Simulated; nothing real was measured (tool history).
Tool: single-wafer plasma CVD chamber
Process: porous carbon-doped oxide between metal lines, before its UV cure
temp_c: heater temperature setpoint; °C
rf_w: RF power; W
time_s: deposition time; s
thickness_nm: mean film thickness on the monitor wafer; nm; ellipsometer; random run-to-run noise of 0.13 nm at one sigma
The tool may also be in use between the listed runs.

run  hour  temp_c  rf_w  time_s  thickness_nm
  1     0     295   380    11.9        55.157
  2   1.5     295   380    11.3        52.581
  3   5.7     297   370    11.3        50.692
  4    13     297   325    11.3        44.599
  5    15     297   325    11.9        46.991
  6  17.9     290   325    11.9        48.717

Predict the results of run 7:
  7  23.7     292   320    11.9             ?

{"run 7": {"thickness_nm": 47.586}}

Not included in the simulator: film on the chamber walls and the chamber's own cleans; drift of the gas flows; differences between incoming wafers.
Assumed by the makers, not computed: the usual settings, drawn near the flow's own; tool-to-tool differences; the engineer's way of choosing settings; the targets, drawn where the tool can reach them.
